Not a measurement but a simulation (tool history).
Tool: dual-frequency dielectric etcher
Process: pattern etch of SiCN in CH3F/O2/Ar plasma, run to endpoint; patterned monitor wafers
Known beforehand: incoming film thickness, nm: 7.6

run,day,source power (kW),bias power (kW),endpoint time (s)
1,0,0.53,0.075,18.637
2,0.325,0.44,0.075,19.801
3,0.558,0.44,0.063,20.537
4,0.588,0.52,0.063,19.426
# day 0.638: bias power generator calibrated
5,0.638,0.61,0.063,18.32
6,0.708,0.61,0.07,18.167

Run 7 comes next. What will it give?
7,0.846,0.63,0.071,?

endpoint time (s): 17.776
